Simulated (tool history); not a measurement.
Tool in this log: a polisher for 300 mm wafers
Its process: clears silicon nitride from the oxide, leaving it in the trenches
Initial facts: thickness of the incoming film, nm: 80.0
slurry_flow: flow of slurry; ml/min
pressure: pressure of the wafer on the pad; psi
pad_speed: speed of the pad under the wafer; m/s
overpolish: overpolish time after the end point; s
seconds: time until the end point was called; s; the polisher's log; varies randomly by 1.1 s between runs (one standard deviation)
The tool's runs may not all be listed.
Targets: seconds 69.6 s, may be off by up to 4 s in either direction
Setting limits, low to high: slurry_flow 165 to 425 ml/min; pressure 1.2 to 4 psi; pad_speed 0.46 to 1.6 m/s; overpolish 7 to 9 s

run 1 day=0 | slurry_flow=275 pressure=2.6 pad_speed=1.02 overpolish=9 | seconds=118.93
run 2 day=0.346 | slurry_flow=275 pressure=2.6 pad_speed=1.02 overpolish=7 | seconds=119.39
run 3 day=0.679 | slurry_flow=275 pressure=2.6 pad_speed=1.14 overpolish=7 | seconds=108.63
run 4 day=0.733 | slurry_flow=275 pressure=2.6 pad_speed=1.14 overpolish=7 | seconds=108.05
run 5 day=0.888 | slurry_flow=275 pressure=2.7 pad_speed=1.14 overpolish=7 | seconds=101.57
run 6 day=0.912 | slurry_flow=275 pressure=2.7 pad_speed=1.14 overpolish=9 | seconds=103.97
run 7 day=0.942 | slurry_flow=275 pressure=2.8 pad_speed=1.14 overpolish=9 | seconds=101.58
run 8 day=1.283 | slurry_flow=275 pressure=2.9 pad_speed=1.14 overpolish=9 | seconds=92.634
run 9 day=1.325 | slurry_flow=275 pressure=3 pad_speed=1.14 overpolish=9 | seconds=93.14

Pick the move, out of 5, that brings all results within their allowed miss; only one does.
run A day=1.367 | slurry_flow=255 pressure=3.1 pad_speed=1.2 overpolish=7 | seconds=?
run B day=1.367 | slurry_flow=325 pressure=3 pad_speed=1.24 overpolish=9 | seconds=?
run C day=1.367 | slurry_flow=260 pressure=3.3 pad_speed=1.38 overpolish=7 | seconds=?
run D day=1.367 | slurry_flow=220 pressure=2.8 pad_speed=1.38 overpolish=9 | seconds=?
run E day=1.367 | slurry_flow=270 pressure=3.2 pad_speed=1.24 overpolish=9 | seconds=?

move=A seconds=85.257
move=B seconds=83.489
move=C seconds=69.856
move=D seconds=83.361
move=E seconds=79.634
A: better than the last run, though not everything is in spec
B: better than the last run, though not everything is in spec
C: each result inside its tolerance
D: better than the last run, though not everything is in spec
E: better than the last run, though not everything is in spec
Go with C: it meets all targets.

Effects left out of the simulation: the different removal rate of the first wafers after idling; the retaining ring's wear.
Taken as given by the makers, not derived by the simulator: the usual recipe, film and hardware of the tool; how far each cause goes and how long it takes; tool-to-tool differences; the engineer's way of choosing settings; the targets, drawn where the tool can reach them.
